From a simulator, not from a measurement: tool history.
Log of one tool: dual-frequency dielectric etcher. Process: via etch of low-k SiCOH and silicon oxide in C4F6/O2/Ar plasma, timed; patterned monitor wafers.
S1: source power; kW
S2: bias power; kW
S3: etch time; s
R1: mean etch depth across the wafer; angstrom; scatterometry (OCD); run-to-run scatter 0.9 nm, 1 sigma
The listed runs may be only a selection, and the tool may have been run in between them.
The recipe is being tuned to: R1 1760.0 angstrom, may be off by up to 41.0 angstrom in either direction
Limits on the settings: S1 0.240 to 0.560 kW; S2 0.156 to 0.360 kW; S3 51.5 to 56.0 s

run	hour	S1	S2	S3	R1
1	0.0	0.400	0.258	56.0	1594.0
2	6.0	0.400	0.258	51.5	1467.2
3	14.4	0.420	0.265	51.5	1506.1
4	22.0	0.420	0.230	51.5	1450.4
5	23.7	0.420	0.259	51.5	1494.0
6	32.3	0.430	0.272	52.0	1540.5
7	38.0	0.440	0.281	52.5	1580.9
# hour 39.0: bias power generator calibrated
8	39.0	0.520	0.302	53.0	1717.1

Which single option among these 4 for the next run brings every result within its allowed miss of target? Just one does.
A	40.0	0.480	0.278	53.5	?
B	40.0	0.510	0.297	51.5	?
C	40.0	0.520	0.316	51.5	?
D	40.0	0.530	0.308	54.0	?

move	R1
A	1640.3
B	1647.4
C	1692.8
D	1771.6
A: lands further from the targets than the last run did
B: lands further from the targets than the last run did
C: lands further from the targets than the last run did
D: each result inside its tolerance
D is the move that brings every result within its allowed miss.

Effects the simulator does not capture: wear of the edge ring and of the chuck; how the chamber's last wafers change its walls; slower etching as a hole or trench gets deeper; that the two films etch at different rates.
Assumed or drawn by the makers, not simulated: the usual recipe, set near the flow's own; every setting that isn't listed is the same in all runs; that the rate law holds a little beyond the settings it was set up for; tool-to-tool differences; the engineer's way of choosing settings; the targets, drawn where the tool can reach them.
